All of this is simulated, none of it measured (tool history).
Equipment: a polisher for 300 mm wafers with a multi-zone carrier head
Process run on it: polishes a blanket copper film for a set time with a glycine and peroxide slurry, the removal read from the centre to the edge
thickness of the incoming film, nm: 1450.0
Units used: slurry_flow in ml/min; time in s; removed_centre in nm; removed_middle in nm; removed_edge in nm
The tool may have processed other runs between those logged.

run	hour	slurry_flow	centre_zone	middle_zone	edge_zone	time	removed_centre	removed_middle	removed_edge
1	0.0	255	1.00	1.00	1.00	32	139.03	140.60	142.25
2	5.7	255	1.00	0.94	1.00	32	141.76	133.28	140.96
3	6.9	255	1.00	0.99	1.00	32	139.68	139.36	138.16
4	13.8	265	1.05	0.98	1.04	34	159.98	146.72	154.31
5	22.5	265	1.05	0.98	1.04	29	135.76	125.90	127.62
6	27.2	265	1.05	0.98	1.04	32	150.30	137.09	143.78
7	29.7	305	1.15	1.01	1.14	37	190.51	163.51	172.96
8	31.6	305	1.16	1.00	1.15	37	193.37	162.93	170.61
9	39.2	305	1.16	0.98	1.16	37	194.93	161.08	171.93
10	46.4	305	1.16	0.97	1.17	37	195.78	161.47	171.41

The next listed run, before its measurement:
11	54.9	300	1.15	0.94	1.18	37	?	?	?

{"run 11": {"removed_centre": 190.76, "removed_middle": 153.8, "removed_edge": 169.4}}
